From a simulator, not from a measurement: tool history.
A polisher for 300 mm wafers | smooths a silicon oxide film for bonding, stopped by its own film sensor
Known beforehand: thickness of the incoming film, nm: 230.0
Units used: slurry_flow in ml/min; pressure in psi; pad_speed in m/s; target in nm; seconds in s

run    day  slurry_flow  pressure  pad_speed  slurry_solids  target  seconds
  1  0.000          175       2.3       0.70            1.0     208   35.887
  2  0.200          175       2.3       0.56            1.0     208   40.772
  3  0.525          175       2.5       0.58            1.0     208   35.086
  4  0.588          175       2.6       0.58            1.0     208   36.971
  5  0.717          175       2.6       0.72            1.0     208   31.214
  6  0.875          175       2.3       0.72            1.0     208   34.355
  7  0.979          175       2.3       0.72            1.0     208   33.620
  8  1.350          175       2.4       0.74            1.0     208   33.464
  9  1.529          175       2.5       0.76            1.0     208   30.946
 10  1.688          175       2.6       0.76            1.0     208   28.801

Estimate the outcome of run 11 from the log above:
 11  1.896          175       2.7       0.76            1.0     208        ?

Run 11 measured seconds 28.761 s.
